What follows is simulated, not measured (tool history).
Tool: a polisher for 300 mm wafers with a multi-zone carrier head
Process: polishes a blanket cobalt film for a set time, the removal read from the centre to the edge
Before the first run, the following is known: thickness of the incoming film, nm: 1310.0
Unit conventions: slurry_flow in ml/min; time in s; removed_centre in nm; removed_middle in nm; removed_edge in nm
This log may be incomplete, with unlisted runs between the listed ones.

Run 1, hour 0.0: slurry_flow 285 ml/min, centre_zone 1.00, middle_zone 1.00, edge_zone 1.00, time 80 s. Result: removed_centre 221.79 nm, removed_middle 224.24 nm, removed_edge 220.37 nm.
Run 2, hour 1.0: slurry_flow 285 ml/min, centre_zone 0.98, middle_zone 1.01, edge_zone 0.99, time 77 s. Result: removed_centre 212.28 nm, removed_middle 219.37 nm, removed_edge 207.10 nm.
Run 3, hour 6.3: slurry_flow 280 ml/min, centre_zone 0.96, middle_zone 1.01, edge_zone 1.00, time 74 s. Result: removed_centre 195.76 nm, removed_middle 210.58 nm, removed_edge 200.49 nm.
Run 4, hour 8.8: slurry_flow 280 ml/min, centre_zone 0.96, middle_zone 1.01, edge_zone 1.07, time 74 s. Result: removed_centre 195.67 nm, removed_middle 208.79 nm, removed_edge 206.41 nm.
Run 5, hour 9.8: slurry_flow 280 ml/min, centre_zone 0.96, middle_zone 1.01, edge_zone 1.01, time 74 s. Result: removed_centre 195.53 nm, removed_middle 209.22 nm, removed_edge 199.80 nm.
Run 6, hour 18.0: slurry_flow 280 ml/min, centre_zone 0.99, middle_zone 1.01, edge_zone 1.01, time 74 s. Result: removed_centre 201.43 nm, removed_middle 209.88 nm, removed_edge 202.32 nm.
Run 7, hour 20.4: slurry_flow 275 ml/min, centre_zone 0.97, middle_zone 1.01, edge_zone 1.01, time 72 s. Result: removed_centre 187.93 nm, removed_middle 201.52 nm, removed_edge 199.00 nm.
Run 8, hour 24.4: slurry_flow 280 ml/min, centre_zone 0.95, middle_zone 1.01, edge_zone 1.00, time 70 s. Result: removed_centre 185.86 nm, removed_middle 195.95 nm, removed_edge 188.91 nm.
Run 9, hour 28.8: slurry_flow 275 ml/min, centre_zone 0.93, middle_zone 1.02, edge_zone 1.00, time 69 s. Result: removed_centre 174.04 nm, removed_middle 196.41 nm, removed_edge 190.00 nm.
Run 10, hour 34.7: slurry_flow 280 ml/min, centre_zone 0.92, middle_zone 1.03, edge_zone 0.99, time 67 s. Result: removed_centre 168.46 nm, removed_middle 194.90 nm, removed_edge 178.89 nm.
Run 11, hour 37.8: slurry_flow 280 ml/min, centre_zone 0.91, middle_zone 1.03, edge_zone 0.98, time 66 s. Result: removed_centre 166.00 nm, removed_middle 192.97 nm, removed_edge 179.16 nm.

Predict the results of run 12:
Run 12, hour 42.7: slurry_flow 280 ml/min, centre_zone 0.90, middle_zone 1.03, edge_zone 0.97, time 65 s. Result: removed_centre ?, removed_middle ?, removed_edge ?.

Run 12 yielded removed_centre 161.21 nm, removed_middle 184.28 nm, removed_edge 175.21 nm.
